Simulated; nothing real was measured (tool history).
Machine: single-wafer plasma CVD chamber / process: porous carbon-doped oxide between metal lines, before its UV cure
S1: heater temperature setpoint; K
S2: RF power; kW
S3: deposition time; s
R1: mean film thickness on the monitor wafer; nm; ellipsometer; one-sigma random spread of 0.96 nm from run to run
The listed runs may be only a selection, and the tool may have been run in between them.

{"run": 1, "hour": 0.0, "S1": 553.15, "S2": 0.59, "S3": 25.9, "R1": 167.96}
{"run": 2, "hour": 1.5, "S1": 553.15, "S2": 0.59, "S3": 25.9, "R1": 168.27}
{"run": 3, "hour": 5.3, "S1": 553.15, "S2": 0.59, "S3": 26.7, "R1": 174.27}
{"run": 4, "hour": 6.9, "S1": 549.15, "S2": 0.595, "S3": 26.7, "R1": 177.74}
{"run": 5, "hour": 8.6, "S1": 546.15, "S2": 0.61, "S3": 26.7, "R1": 185.49}
{"run": 6, "hour": 14.2, "S1": 552.15, "S2": 0.61, "S3": 26.7, "R1": 179.26}
{"run": 7, "hour": 19.8, "S1": 548.15, "S2": 0.615, "S3": 26.7, "R1": 185.23}
{"run": 8, "hour": 23.8, "S1": 545.15, "S2": 0.615, "S3": 26.7, "R1": 187.46}

Run 9, settings as shown, results not yet in. Your forecast:
{"run": 9, "hour": 26.6, "S1": 542.15, "S2": 0.615, "S3": 26.7, "R1": "?"}

{"run 9": {"R1": 191.78}}
